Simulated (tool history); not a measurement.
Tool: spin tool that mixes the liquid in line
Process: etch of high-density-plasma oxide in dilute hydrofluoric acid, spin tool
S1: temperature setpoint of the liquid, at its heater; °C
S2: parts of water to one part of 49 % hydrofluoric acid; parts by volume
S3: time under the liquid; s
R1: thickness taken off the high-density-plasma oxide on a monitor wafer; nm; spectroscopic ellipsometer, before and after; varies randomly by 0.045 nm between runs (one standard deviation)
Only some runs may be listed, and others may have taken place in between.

run	hour	S1	S2	S3	R1
1	0	25	230	310	7.5405
2	3.9	25	285	310	5.7472
3	12.8	25.5	285	310	5.8474
4	13.5	26	285	310	5.8783
5	19.3	26	205	310	8.9457
6	23.2	29	205	310	10.035
7	24.3	26.5	205	310	9.1481
8	31.6	22.5	215	310	7.5316

What does the tool deliver on the next run?
9	40	22.5	215	310	?

Run 9 measured R1 7.4211 nm.

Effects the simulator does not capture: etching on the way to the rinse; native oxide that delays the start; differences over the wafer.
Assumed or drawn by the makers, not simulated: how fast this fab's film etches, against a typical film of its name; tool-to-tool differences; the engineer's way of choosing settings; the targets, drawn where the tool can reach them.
